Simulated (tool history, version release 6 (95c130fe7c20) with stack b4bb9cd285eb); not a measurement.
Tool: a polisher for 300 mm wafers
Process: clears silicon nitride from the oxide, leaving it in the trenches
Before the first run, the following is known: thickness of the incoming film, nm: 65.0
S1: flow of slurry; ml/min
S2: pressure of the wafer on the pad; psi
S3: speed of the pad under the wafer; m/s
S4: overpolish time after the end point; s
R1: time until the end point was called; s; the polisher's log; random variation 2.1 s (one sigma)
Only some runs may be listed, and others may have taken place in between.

run  hour   S1   S2    S3  S4      R1
  1   0.0  265  1.8  0.84  20  121.43
  2   5.5  265  1.6  0.84  20  135.33
  3  11.2  265  1.6  0.66  20  166.91
  4  15.9  265  1.3  0.66  20  208.22
  5  21.0  265  1.4  0.66  20  192.58
  6  23.0  265  1.2  0.66  20  223.84
  7  26.7  265  1.3  0.66  20  207.02

The next listed run, before its measurement:
  8  29.2  265  1.4  0.66  20   ?

R1: 191.74 s
